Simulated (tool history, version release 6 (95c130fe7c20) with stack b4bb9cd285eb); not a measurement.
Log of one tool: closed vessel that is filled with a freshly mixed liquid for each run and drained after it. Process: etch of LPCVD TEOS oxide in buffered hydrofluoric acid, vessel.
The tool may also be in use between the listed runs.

run,hour,temperature setpoint of the liquid (C),parts of 40 % ammonium fluoride to one part of 49 % hydrofluoric acid (parts by volume),time in the liquid (s),thickness taken off the LPCVD TEOS oxide on a monitor wafer (Å)
1,0.0,22.0,11,95,3023.7
2,0.7,22.0,8,95,4002.8
3,5.0,25.5,8,95,4852.6
4,12.7,25.0,8,95,4741.8
5,15.2,24.5,8,95,4619.1
6,20.2,24.5,7,95,5341.0
7,24.0,23.5,7,95,5042.1

The next listed run, before its measurement:
8,31.4,22.5,7,95,?

Run 8 gave thickness taken off the LPCVD TEOS oxide on a monitor wafer (Å) 4763.0.
